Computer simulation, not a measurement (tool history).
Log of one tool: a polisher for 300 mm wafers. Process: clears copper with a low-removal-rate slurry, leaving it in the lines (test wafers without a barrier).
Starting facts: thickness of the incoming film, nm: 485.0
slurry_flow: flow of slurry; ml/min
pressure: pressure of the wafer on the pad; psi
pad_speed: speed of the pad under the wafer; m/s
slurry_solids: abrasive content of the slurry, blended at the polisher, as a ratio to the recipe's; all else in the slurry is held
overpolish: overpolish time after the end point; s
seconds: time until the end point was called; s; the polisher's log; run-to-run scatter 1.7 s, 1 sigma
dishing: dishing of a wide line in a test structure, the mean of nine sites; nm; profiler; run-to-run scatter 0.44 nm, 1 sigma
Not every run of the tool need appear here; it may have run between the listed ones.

run 1 hour=0 | slurry_flow=130 pressure=3.6 pad_speed=1.2 slurry_solids=1 overpolish=23 | seconds=139.05 dishing=39.977
run 2 hour=5.5 | slurry_flow=130 pressure=3.5 pad_speed=1.24 slurry_solids=1 overpolish=21 | seconds=139.26 dishing=35.615
run 3 hour=8.5 | slurry_flow=110 pressure=3.5 pad_speed=1.24 slurry_solids=1 overpolish=21 | seconds=148.05 dishing=35.027
run 4 hour=17 | slurry_flow=115 pressure=3.4 pad_speed=1.3 slurry_solids=1 overpolish=19 | seconds=138.4 dishing=33.738
run 5 hour=21.3 | slurry_flow=115 pressure=3.4 pad_speed=1.02 slurry_solids=1 overpolish=19 | seconds=174.89 dishing=27.524
run 6 hour=29.2 | slurry_flow=125 pressure=3.4 pad_speed=1.02 slurry_solids=1.05 overpolish=17 | seconds=168.71 dishing=26.023
run 7 hour=30.1 | slurry_flow=135 pressure=3.4 pad_speed=1.02 slurry_solids=1.1 overpolish=16 | seconds=162.55 dishing=25.67
run 8 hour=32.7 | slurry_flow=170 pressure=3.2 pad_speed=1.22 slurry_solids=1.35 overpolish=7 | seconds=136.74 dishing=14.517
run 9 hour=34.1 | slurry_flow=170 pressure=3.3 pad_speed=1.22 slurry_solids=1.35 overpolish=7 | seconds=135.32 dishing=14.55
run 10 hour=36.6 | slurry_flow=170 pressure=3.4 pad_speed=1.22 slurry_solids=1.35 overpolish=7 | seconds=133.78 dishing=14.756
run 11 hour=40.4 | slurry_flow=170 pressure=3.5 pad_speed=1.22 slurry_solids=1.3 overpolish=7 | seconds=127.27 dishing=15.586
run 12 hour=47.3 | slurry_flow=170 pressure=3.6 pad_speed=1.22 slurry_solids=1.3 overpolish=7 | seconds=125.93 dishing=15.536
run 13 hour=52.2 | slurry_flow=165 pressure=3.7 pad_speed=1.22 slurry_solids=1.3 overpolish=7 | seconds=127.37 dishing=16.309
run 14 hour=58 | slurry_flow=165 pressure=3.8 pad_speed=1.22 slurry_solids=1.3 overpolish=7 | seconds=123.31 dishing=16.811
run 15 hour=63.3 | slurry_flow=165 pressure=3.9 pad_speed=1.22 slurry_solids=1.3 overpolish=7 | seconds=118.89 dishing=17.249
run 16 hour=70.3 | slurry_flow=165 pressure=4 pad_speed=1.22 slurry_solids=1.3 overpolish=7 | seconds=114.4 dishing=16.965

Run 17 is up next; what results do you expect?
run 17 hour=74.6 | slurry_flow=165 pressure=4 pad_speed=1.24 slurry_solids=1.3 overpolish=16 | seconds=? dishing=?

Run 17 measured seconds 114.63 s, dishing 34.75 nm.

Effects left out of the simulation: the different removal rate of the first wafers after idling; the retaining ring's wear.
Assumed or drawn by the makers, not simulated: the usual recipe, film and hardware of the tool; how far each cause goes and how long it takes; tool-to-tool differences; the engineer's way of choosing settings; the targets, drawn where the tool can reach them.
